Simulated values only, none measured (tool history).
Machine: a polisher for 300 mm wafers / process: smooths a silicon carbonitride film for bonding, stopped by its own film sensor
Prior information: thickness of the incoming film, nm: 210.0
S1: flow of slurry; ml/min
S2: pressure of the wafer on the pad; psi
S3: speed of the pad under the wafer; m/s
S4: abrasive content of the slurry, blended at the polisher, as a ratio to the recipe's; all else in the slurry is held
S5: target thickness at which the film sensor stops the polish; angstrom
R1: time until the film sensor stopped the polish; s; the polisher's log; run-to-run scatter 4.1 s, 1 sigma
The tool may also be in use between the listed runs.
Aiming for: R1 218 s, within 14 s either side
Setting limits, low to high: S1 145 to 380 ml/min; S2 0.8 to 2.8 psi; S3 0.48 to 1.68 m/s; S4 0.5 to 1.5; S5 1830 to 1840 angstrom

run 1 hour=0 | S1=245 S2=1.8 S3=1.08 S4=1 S5=1840 | R1=148.17
run 2 hour=5.3 | S1=245 S2=1.8 S3=1.08 S4=1 S5=1840 | R1=153.73
run 3 hour=12.1 | S1=245 S2=1.8 S3=1.34 S4=1 S5=1840 | R1=130.5
run 4 hour=14.9 | S1=245 S2=1.6 S3=1.32 S4=1 S5=1840 | R1=151.37
run 5 hour=22.6 | S1=245 S2=1.5 S3=1.3 S4=1 S5=1840 | R1=157.69
run 6 hour=26.7 | S1=245 S2=1.4 S3=1.28 S4=1 S5=1840 | R1=171.39
run 7 hour=31.4 | S1=245 S2=1.3 S3=1.26 S4=1 S5=1840 | R1=188.46
run 8 hour=36 | S1=245 S2=1.2 S3=1.24 S4=1 S5=1840 | R1=203

Below are 5 possible settings for the next run. Only one of them brings all results inside the allowed miss of their targets. Which is it?
run A hour=40.6 | S1=280 S2=1.2 S3=1.1 S4=1 S5=1840 | R1=?
run B hour=40.6 | S1=280 S2=1.3 S3=1.32 S4=1 S5=1830 | R1=?
run C hour=40.6 | S1=255 S2=1.3 S3=1.42 S4=0.85 S5=1840 | R1=?
run D hour=40.6 | S1=230 S2=1.5 S3=1.28 S4=0.95 S5=1840 | R1=?
run E hour=40.6 | S1=280 S2=1.3 S3=1.14 S4=1.05 S5=1840 | R1=?

move=A R1=217.57
move=B R1=186.47
move=C R1=185.33
move=D R1=166.76
move=E R1=193.21
A: every result within its allowed miss
B: misses by more than the last run did
C: misses by more than the last run did
D: misses by more than the last run did
E: misses by more than the last run did
The right move is A.

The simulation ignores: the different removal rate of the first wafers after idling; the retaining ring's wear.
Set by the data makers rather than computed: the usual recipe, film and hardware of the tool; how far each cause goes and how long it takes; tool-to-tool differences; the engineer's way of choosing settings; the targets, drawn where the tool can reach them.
